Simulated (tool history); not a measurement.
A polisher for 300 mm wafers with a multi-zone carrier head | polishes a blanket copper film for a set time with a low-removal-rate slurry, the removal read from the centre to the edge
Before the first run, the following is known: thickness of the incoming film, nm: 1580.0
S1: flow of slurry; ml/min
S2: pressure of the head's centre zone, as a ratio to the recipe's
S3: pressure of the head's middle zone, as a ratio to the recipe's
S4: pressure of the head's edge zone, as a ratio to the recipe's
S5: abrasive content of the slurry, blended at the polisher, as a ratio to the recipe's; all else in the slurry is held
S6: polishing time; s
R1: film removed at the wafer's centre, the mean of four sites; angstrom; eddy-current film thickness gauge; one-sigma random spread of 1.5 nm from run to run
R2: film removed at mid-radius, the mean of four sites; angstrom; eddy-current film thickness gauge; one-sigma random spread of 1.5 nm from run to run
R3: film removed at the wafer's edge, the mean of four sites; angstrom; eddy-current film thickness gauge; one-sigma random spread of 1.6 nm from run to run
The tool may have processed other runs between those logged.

{"run": 1, "hour": 0.0, "S1": 180, "S2": 1, "S3": 1, "S4": 1, "S5": 1, "S6": 61, "R1": 1889.1, "R2": 1909.5, "R3": 1771.8}
{"run": 2, "hour": 7.7, "S1": 190, "S2": 1.01, "S3": 0.98, "S4": 1.02, "S5": 1, "S6": 61, "R1": 1938.6, "R2": 1838.4, "R3": 1800.6}
{"run": 3, "hour": 10.0, "S1": 190, "S2": 1.01, "S3": 0.98, "S4": 1.02, "S5": 1.15, "S6": 61, "R1": 1944.5, "R2": 1891.7, "R3": 1860.8}
{"run": 4, "hour": 13.4, "S1": 190, "S2": 1.01, "S3": 0.98, "S4": 1.02, "S5": 0.95, "S6": 61, "R1": 1923.6, "R2": 1868.1, "R3": 1785.5}
{"run": 5, "hour": 18.4, "S1": 190, "S2": 1.01, "S3": 0.98, "S4": 1.02, "S5": 0.95, "S6": 46, "R1": 1450.8, "R2": 1415.3, "R3": 1357.7}
{"run": 6, "hour": 20.0, "S1": 190, "S2": 0.98, "S3": 0.98, "S4": 1.02, "S5": 0.95, "S6": 46, "R1": 1401.3, "R2": 1404, "R3": 1347.8}
{"run": 7, "hour": 22.1, "S1": 195, "S2": 1, "S3": 0.98, "S4": 1.04, "S5": 1.05, "S6": 47, "R1": 1480.8, "R2": 1461.9, "R3": 1427.6}
{"run": 8, "hour": 23.3, "S1": 200, "S2": 1.02, "S3": 0.98, "S4": 1.06, "S5": 1.1, "S6": 48, "R1": 1564.9, "R2": 1506.9, "R3": 1480.4}
{"run": 9, "hour": 31.5, "S1": 205, "S2": 1.03, "S3": 0.97, "S4": 1.08, "S5": 1.15, "S6": 49, "R1": 1623.3, "R2": 1537.7, "R3": 1544.9}
{"run": 10, "hour": 36.8, "S1": 210, "S2": 1.04, "S3": 0.96, "S4": 1.09, "S5": 1.2, "S6": 50, "R1": 1717.8, "R2": 1565.4, "R3": 1596.9}
{"hour": 45.6, "done": "edge zone pressure recalibrated"}
{"run": 11, "hour": 45.6, "S1": 210, "S2": 1.05, "S3": 0.95, "S4": 1.1, "S5": 1.25, "S6": 51, "R1": 1724.6, "R2": 1593.4, "R3": 1739.2}
{"run": 12, "hour": 53.8, "S1": 220, "S2": 1.07, "S3": 0.95, "S4": 1.11, "S5": 1.3, "S6": 51, "R1": 1791.7, "R2": 1621.3, "R3": 1751.7}
{"run": 13, "hour": 55.0, "S1": 225, "S2": 1.09, "S3": 0.95, "S4": 1.11, "S5": 1.35, "S6": 51, "R1": 1847.8, "R2": 1619.9, "R3": 1770.1}
{"run": 14, "hour": 61.2, "S1": 230, "S2": 1.1, "S3": 0.95, "S4": 1.12, "S5": 1.35, "S6": 51, "R1": 1884.3, "R2": 1596.5, "R3": 1818.9}

For run 15, what comes out?
{"run": 15, "hour": 63.4, "S1": 275, "S2": 1.19, "S3": 1.05, "S4": 1.18, "S5": 1.5, "S6": 51, "R1": "?", "R2": "?", "R3": "?"}

{"run 15": {"R1": 2105.5, "R2": 1823.5, "R3": 1891.6}}

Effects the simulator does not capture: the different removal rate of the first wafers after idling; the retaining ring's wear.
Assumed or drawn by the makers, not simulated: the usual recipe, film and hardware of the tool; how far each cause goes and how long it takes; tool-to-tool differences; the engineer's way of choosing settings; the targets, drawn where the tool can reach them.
